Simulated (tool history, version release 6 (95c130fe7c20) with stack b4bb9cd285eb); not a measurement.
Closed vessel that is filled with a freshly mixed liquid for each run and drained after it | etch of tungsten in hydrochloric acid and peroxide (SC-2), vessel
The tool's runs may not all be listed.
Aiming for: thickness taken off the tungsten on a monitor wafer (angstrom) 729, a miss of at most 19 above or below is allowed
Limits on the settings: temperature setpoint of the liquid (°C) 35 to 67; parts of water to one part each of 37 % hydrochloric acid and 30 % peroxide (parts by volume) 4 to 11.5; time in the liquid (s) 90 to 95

run  hour  temperature setpoint of the liquid (°C)  parts of water to one part each of 37 % hydrochloric acid and 30 % peroxide (parts by volume)  time in the liquid (s)  thickness taken off the tungsten on a monitor wafer (angstrom)
  1     0                                       51                                                                                            6.5                      90                                                          510.34
  2   4.2                                       52                                                                                            6.5                      90                                                          546.86
  3  11.2                                       55                                                                                            6.5                      90                                                          656.91
  4  12.5                                       55                                                                                            6.5                      95                                                          695.06
  5  20.8                                       49                                                                                            6.5                      95                                                          471.34
  6  28.9                                       50                                                                                            6.5                      95                                                          502.21
  7  35.2                                       51                                                                                            6.5                      95                                                          537.58
  8  43.1                                       52                                                                                            6.5                      95                                                          580.36

Of the 5 settings listed for the next run, only one would bring every result within its allowed miss of target. Which one?
  A    51                                     51.5                                                                                              4                      95                                                               ?
  B    51                                       58                                                                                              7                      90                                                               ?
  C    51                                     54.5                                                                                              7                      95                                                               ?
  D    51                                       50                                                                                              6                      90                                                               ?
  E    51                                     55.5                                                                                            6.5                      95                                                               ?

move  thickness taken off the tungsten on a monitor wafer (angstrom)
   A                                                          784.81
   B                                                          755.12
   C                                                          636.73
   D                                                          504.79
   E                                                          719.22
A: the result that was furthest off in the last run now lies on the other side of its target
B: the result that was furthest off in the last run now lies on the other side of its target
C: closer than the last run, but not yet in spec
D: further off than the last run
E: meets every target
E is the move that brings every result within its allowed miss.

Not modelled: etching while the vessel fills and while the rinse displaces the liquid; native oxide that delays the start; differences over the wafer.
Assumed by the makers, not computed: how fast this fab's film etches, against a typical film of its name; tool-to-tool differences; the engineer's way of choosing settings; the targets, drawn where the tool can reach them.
